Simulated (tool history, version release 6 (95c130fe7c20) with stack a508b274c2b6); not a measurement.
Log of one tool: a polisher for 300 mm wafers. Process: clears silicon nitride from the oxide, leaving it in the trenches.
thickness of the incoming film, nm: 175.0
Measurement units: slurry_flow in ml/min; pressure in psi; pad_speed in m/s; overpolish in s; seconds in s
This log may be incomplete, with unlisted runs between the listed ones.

{"run": 1, "hour": 0.0, "slurry_flow": 210, "pressure": 3.5, "pad_speed": 1.22, "overpolish": 10, "seconds": 161.43}
{"run": 2, "hour": 7.7, "slurry_flow": 210, "pressure": 3.5, "pad_speed": 1.04, "overpolish": 10, "seconds": 187.54}
{"run": 3, "hour": 15.5, "slurry_flow": 210, "pressure": 3.5, "pad_speed": 1.04, "overpolish": 10, "seconds": 188.44}
{"run": 4, "hour": 18.0, "slurry_flow": 210, "pressure": 3.3, "pad_speed": 1.02, "overpolish": 10, "seconds": 202.96}
{"run": 5, "hour": 22.1, "slurry_flow": 210, "pressure": 3.1, "pad_speed": 1, "overpolish": 10, "seconds": 217.69}
{"run": 6, "hour": 28.9, "slurry_flow": 185, "pressure": 3.1, "pad_speed": 1, "overpolish": 10, "seconds": 214.22}

Predict the results of run 7:
{"run": 7, "hour": 36.2, "slurry_flow": 185, "pressure": 2.9, "pad_speed": 0.98, "overpolish": 10, "seconds": "?"}

{"run 7": {"seconds": 234.89}}

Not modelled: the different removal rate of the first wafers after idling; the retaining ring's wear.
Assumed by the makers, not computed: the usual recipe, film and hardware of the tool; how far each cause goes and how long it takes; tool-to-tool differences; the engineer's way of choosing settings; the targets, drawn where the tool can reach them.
